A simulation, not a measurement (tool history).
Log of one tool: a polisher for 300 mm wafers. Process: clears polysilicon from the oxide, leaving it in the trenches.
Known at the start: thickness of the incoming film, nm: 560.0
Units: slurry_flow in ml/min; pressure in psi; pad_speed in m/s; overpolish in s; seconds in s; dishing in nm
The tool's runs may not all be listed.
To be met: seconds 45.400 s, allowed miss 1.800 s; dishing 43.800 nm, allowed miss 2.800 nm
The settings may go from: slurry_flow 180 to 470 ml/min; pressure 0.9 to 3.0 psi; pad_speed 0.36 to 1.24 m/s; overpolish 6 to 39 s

Run 1, hour 0.0: slurry_flow 300 ml/min, pressure 1.9 psi, pad_speed 0.80 m/s, overpolish 20 s. Result: seconds 72.332 s, dishing 50.974 nm.
Run 2, hour 8.6: slurry_flow 300 ml/min, pressure 2.0 psi, pad_speed 0.80 m/s, overpolish 17 s. Result: seconds 65.681 s, dishing 50.453 nm.
Run 3, hour 16.1: slurry_flow 250 ml/min, pressure 2.0 psi, pad_speed 0.80 m/s, overpolish 17 s. Result: seconds 67.989 s, dishing 49.680 nm.
Run 4, hour 16.9: slurry_flow 235 ml/min, pressure 2.1 psi, pad_speed 0.80 m/s, overpolish 15 s. Result: seconds 65.469 s, dishing 48.127 nm.
Run 5, hour 22.1: slurry_flow 235 ml/min, pressure 2.1 psi, pad_speed 0.80 m/s, overpolish 7 s. Result: seconds 66.715 s, dishing 36.274 nm.
Run 6, hour 25.6: slurry_flow 235 ml/min, pressure 2.1 psi, pad_speed 0.68 m/s, overpolish 7 s. Result: seconds 78.938 s, dishing 33.952 nm.
Run 7, hour 32.0: slurry_flow 235 ml/min, pressure 2.3 psi, pad_speed 0.68 m/s, overpolish 8 s. Result: seconds 69.250 s, dishing 38.152 nm.
Run 8, hour 32.6: slurry_flow 240 ml/min, pressure 2.4 psi, pad_speed 0.68 m/s, overpolish 8 s. Result: seconds 67.627 s, dishing 38.636 nm.
Run 9, hour 37.4: slurry_flow 245 ml/min, pressure 3.0 psi, pad_speed 0.82 m/s, overpolish 15 s. Result: seconds 46.582 s, dishing 51.683 nm.
Run 10, hour 43.0: slurry_flow 245 ml/min, pressure 3.0 psi, pad_speed 0.82 m/s, overpolish 15 s. Result: seconds 44.933 s, dishing 54.190 nm.
Run 11, hour 50.2: slurry_flow 245 ml/min, pressure 3.0 psi, pad_speed 0.82 m/s, overpolish 14 s. Result: seconds 45.371 s, dishing 51.326 nm.
Run 12, hour 59.1: slurry_flow 245 ml/min, pressure 3.0 psi, pad_speed 0.82 m/s, overpolish 13 s. Result: seconds 44.255 s, dishing 51.005 nm.

Which of these 5 next moves meets every target?
Run A, hour 68.0: slurry_flow 300 ml/min, pressure 3.0 psi, pad_speed 0.80 m/s, overpolish 7 s. Result: seconds ?, dishing ?.
Run B, hour 68.0: slurry_flow 250 ml/min, pressure 3.0 psi, pad_speed 0.90 m/s, overpolish 9 s. Result: seconds ?, dishing ?.
Run C, hour 68.0: slurry_flow 225 ml/min, pressure 3.0 psi, pad_speed 0.90 m/s, overpolish 7 s. Result: seconds ?, dishing ?.
Run D, hour 68.0: slurry_flow 275 ml/min, pressure 2.9 psi, pad_speed 0.94 m/s, overpolish 11 s. Result: seconds ?, dishing ?.
Run E, hour 68.0: slurry_flow 260 ml/min, pressure 3.0 psi, pad_speed 0.88 m/s, overpolish 7 s. Result: seconds ?, dishing ?.

move  seconds  dishing
   A   46.423   42.643
   B   42.238   47.445
   C   42.819   43.912
   D   41.398   49.554
   E   42.971   43.859
A: meets every target
B: nearer than the last run, and not there yet
C: brings the result that was furthest off to its target, and leaves another outside
D: nearer than the last run, and not there yet
E: brings the result that was furthest off to its target, and leaves another outside
Answer: A
